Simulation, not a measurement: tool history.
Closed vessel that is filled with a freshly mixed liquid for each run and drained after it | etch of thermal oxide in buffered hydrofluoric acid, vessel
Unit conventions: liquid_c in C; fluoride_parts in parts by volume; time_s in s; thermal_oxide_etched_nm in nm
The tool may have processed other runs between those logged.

run	day	liquid_c	fluoride_parts	time_s	thermal_oxide_etched_nm
1	0	22	13.5	35	23.869
2	0.108	22	15.5	35	20.696
3	0.338	22	11.5	35	27.692
4	0.683	20.5	11.5	35	25.489
5	0.779	19.5	12	35	23.033
6	1.104	23	12	35	27.978
7	1.296	21.5	12.5	35	24.974
8	1.362	20.5	12.5	35	23.508
9	1.704	19.5	12.5	35	22.607
10	2.012	19	12.5	35	21.693
11	2.212	18.5	12.5	35	20.977
12	2.546	18	12.5	35	20.331

For run 13, what comes out?
13	2.608	17.5	12.5	35	?

thermal_oxide_etched_nm: 19.859 nm

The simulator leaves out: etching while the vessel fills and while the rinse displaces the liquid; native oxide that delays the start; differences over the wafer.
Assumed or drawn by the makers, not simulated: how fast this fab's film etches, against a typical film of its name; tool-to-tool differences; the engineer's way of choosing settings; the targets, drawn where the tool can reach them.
